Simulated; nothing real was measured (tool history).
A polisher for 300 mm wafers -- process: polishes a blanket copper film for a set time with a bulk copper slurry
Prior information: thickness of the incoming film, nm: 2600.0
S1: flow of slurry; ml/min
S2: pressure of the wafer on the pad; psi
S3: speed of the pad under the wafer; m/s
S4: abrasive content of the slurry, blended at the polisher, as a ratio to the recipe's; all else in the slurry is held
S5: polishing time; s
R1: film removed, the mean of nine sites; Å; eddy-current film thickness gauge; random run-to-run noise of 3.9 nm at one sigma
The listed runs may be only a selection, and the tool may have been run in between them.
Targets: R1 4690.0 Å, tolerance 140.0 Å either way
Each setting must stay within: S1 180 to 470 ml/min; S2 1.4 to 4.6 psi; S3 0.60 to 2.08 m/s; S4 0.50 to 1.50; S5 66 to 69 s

{"run": 1, "day": 0.0, "S1": 300, "S2": 3.0, "S3": 1.34, "S4": 1.0, "S5": 66, "R1": 7093.4}
{"run": 2, "day": 0.046, "S1": 300, "S2": 3.6, "S3": 1.34, "S4": 1.0, "S5": 66, "R1": 8728.6}
{"run": 3, "day": 0.358, "S1": 300, "S2": 3.2, "S3": 1.34, "S4": 1.0, "S5": 66, "R1": 7671.9}
{"run": 4, "day": 0.579, "S1": 300, "S2": 2.9, "S3": 1.34, "S4": 1.0, "S5": 66, "R1": 6940.8}
{"run": 5, "day": 0.646, "S1": 300, "S2": 2.9, "S3": 1.34, "S4": 1.0, "S5": 66, "R1": 7011.7}
{"run": 6, "day": 0.808, "S1": 300, "S2": 2.6, "S3": 1.34, "S4": 1.0, "S5": 66, "R1": 6286.3}
{"run": 7, "day": 1.058, "S1": 300, "S2": 2.4, "S3": 1.34, "S4": 1.0, "S5": 66, "R1": 5741.3}
{"run": 8, "day": 1.346, "S1": 295, "S2": 1.8, "S3": 1.34, "S4": 1.0, "S5": 66, "R1": 4369.1}
{"run": 9, "day": 1.412, "S1": 295, "S2": 1.8, "S3": 1.34, "S4": 1.0, "S5": 66, "R1": 4359.5}
{"run": 10, "day": 1.646, "S1": 295, "S2": 1.8, "S3": 1.34, "S4": 1.0, "S5": 66, "R1": 4404.3}
{"run": 11, "day": 1.683, "S1": 300, "S2": 1.8, "S3": 1.34, "S4": 1.0, "S5": 66, "R1": 4418.5}
{"run": 12, "day": 1.971, "S1": 305, "S2": 1.8, "S3": 1.34, "S4": 1.0, "S5": 66, "R1": 4407.7}

Which single option among these 5 for the next run brings every result within its allowed miss of target? Just one does.
{"run": "A", "day": 2.258, "S1": 315, "S2": 1.6, "S3": 1.32, "S4": 0.95, "S5": 66, "R1": "?"}
{"run": "B", "day": 2.258, "S1": 305, "S2": 1.5, "S3": 1.52, "S4": 0.7, "S5": 68, "R1": "?"}
{"run": "C", "day": 2.258, "S1": 415, "S2": 1.5, "S3": 1.4, "S4": 1.2, "S5": 66, "R1": "?"}
{"run": "D", "day": 2.258, "S1": 295, "S2": 1.9, "S3": 1.4, "S4": 0.9, "S5": 66, "R1": "?"}
{"run": "E", "day": 2.258, "S1": 295, "S2": 1.8, "S3": 1.22, "S4": 1.0, "S5": 68, "R1": "?"}

move=A R1=3823.5
move=B R1=4037.3
move=C R1=4042.9
move=D R1=4698.9
move=E R1=4096.4
A: its largest miss is bigger than the last run's
B: its largest miss is bigger than the last run's
C: its largest miss is bigger than the last run's
D: every result within its allowed miss
E: its largest miss is bigger than the last run's
Correct choice: D, which meets every target

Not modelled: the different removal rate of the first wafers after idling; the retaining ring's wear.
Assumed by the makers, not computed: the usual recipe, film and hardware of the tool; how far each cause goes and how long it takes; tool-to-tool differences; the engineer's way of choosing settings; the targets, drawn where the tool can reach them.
